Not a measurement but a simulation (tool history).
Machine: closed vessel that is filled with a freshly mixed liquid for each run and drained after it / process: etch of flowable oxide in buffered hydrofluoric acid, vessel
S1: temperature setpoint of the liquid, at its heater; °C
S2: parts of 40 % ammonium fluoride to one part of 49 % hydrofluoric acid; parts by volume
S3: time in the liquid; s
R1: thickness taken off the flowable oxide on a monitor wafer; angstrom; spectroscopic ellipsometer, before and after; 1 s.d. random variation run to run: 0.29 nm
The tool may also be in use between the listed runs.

run 1 hour=0.0 | S1=21.0 S2=23.5 S3=30 | R1=440.13
run 2 hour=7.5 | S1=21.0 S2=23.5 S3=30 | R1=443.22
run 3 hour=13.6 | S1=20.0 S2=24.0 S3=30 | R1=411.86
run 4 hour=20.2 | S1=20.0 S2=19.5 S3=30 | R1=477.39
run 5 hour=25.0 | S1=22.0 S2=19.5 S3=30 | R1=535.77
run 6 hour=28.2 | S1=22.0 S2=16.5 S3=30 | R1=618.63
run 7 hour=29.2 | S1=21.0 S2=18.5 S3=30 | R1=536.14
run 8 hour=33.2 | S1=20.0 S2=20.0 S3=30 | R1=463.02
run 9 hour=36.0 | S1=19.5 S2=21.0 S3=30 | R1=439.50
run 10 hour=44.6 | S1=19.0 S2=22.0 S3=30 | R1=405.16
run 11 hour=53.0 | S1=18.5 S2=22.5 S3=30 | R1=392.78
run 12 hour=56.0 | S1=18.0 S2=23.0 S3=30 | R1=373.47
run 13 hour=57.1 | S1=18.0 S2=23.5 S3=30 | R1=372.32

Run 14, settings as shown, results not yet in. Your forecast:
run 14 hour=57.9 | S1=18.0 S2=24.0 S3=30 | R1=?

{"run 14": {"R1": 365.63}}
